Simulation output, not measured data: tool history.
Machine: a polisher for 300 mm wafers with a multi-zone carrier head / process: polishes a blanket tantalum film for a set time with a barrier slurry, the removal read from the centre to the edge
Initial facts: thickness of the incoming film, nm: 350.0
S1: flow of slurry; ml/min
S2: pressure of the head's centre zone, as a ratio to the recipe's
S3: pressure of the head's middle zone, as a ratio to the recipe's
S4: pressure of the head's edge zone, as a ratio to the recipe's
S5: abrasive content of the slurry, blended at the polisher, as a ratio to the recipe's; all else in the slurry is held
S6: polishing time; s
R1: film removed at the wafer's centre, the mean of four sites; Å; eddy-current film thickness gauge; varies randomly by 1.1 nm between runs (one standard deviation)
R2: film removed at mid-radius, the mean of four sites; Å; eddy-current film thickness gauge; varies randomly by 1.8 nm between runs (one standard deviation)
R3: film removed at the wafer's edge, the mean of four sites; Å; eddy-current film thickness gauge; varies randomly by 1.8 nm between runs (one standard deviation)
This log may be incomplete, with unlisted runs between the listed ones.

run,hour,S1,S2,S3,S4,S5,S6,R1,R2,R3
1,0.0,130,1.00,1.00,1.00,1.00,86,1177.70,1138.60,1173.80
2,5.5,110,1.00,1.00,1.00,1.00,86,1122.60,1103.80,1179.80
3,6.7,110,1.00,1.00,1.00,0.85,86,1058.90,1079.90,1111.70
4,10.4,110,1.00,1.00,1.00,0.70,86,1022.00,1018.50,1046.60
5,11.0,110,1.00,1.08,1.00,0.70,86,1009.10,1059.30,1033.90
6,12.0,110,1.00,1.08,1.00,0.70,71,848.26,873.39,858.00
7,12.9,115,1.01,1.09,1.00,0.80,72,909.17,945.63,901.21

Predict the results of run 8:
8,18.6,115,1.02,1.10,1.01,0.90,72,?,?,?

Run 8 produced R1 945.11 Å, R2 986.95 Å, R3 948.70 Å.
